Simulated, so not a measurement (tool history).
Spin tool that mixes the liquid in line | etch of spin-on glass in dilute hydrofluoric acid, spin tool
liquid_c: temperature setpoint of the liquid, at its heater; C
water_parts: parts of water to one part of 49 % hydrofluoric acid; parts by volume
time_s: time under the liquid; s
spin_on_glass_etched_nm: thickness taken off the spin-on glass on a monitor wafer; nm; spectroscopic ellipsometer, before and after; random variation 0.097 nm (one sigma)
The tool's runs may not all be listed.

{"run": 1, "hour": 0.0, "liquid_c": 23, "water_parts": 220, "time_s": 90, "spin_on_glass_etched_nm": 19.261}
{"run": 2, "hour": 7.6, "liquid_c": 23, "water_parts": 250, "time_s": 90, "spin_on_glass_etched_nm": 16.324}
{"run": 3, "hour": 8.8, "liquid_c": 22.5, "water_parts": 250, "time_s": 90, "spin_on_glass_etched_nm": 16.133}
{"run": 4, "hour": 16.7, "liquid_c": 22, "water_parts": 250, "time_s": 90, "spin_on_glass_etched_nm": 15.747}
{"run": 5, "hour": 18.1, "liquid_c": 22, "water_parts": 205, "time_s": 90, "spin_on_glass_etched_nm": 20.138}
{"run": 6, "hour": 23.6, "liquid_c": 21, "water_parts": 215, "time_s": 90, "spin_on_glass_etched_nm": 18.076}
{"run": 7, "hour": 29.1, "liquid_c": 20, "water_parts": 215, "time_s": 90, "spin_on_glass_etched_nm": 17.615}
{"run": 8, "hour": 35.5, "liquid_c": 19, "water_parts": 220, "time_s": 90, "spin_on_glass_etched_nm": 16.548}

Forecast run 9:
{"run": 9, "hour": 36.1, "liquid_c": 18.5, "water_parts": 225, "time_s": 90, "spin_on_glass_etched_nm": "?"}

{"run 9": {"spin_on_glass_etched_nm": 15.805}}

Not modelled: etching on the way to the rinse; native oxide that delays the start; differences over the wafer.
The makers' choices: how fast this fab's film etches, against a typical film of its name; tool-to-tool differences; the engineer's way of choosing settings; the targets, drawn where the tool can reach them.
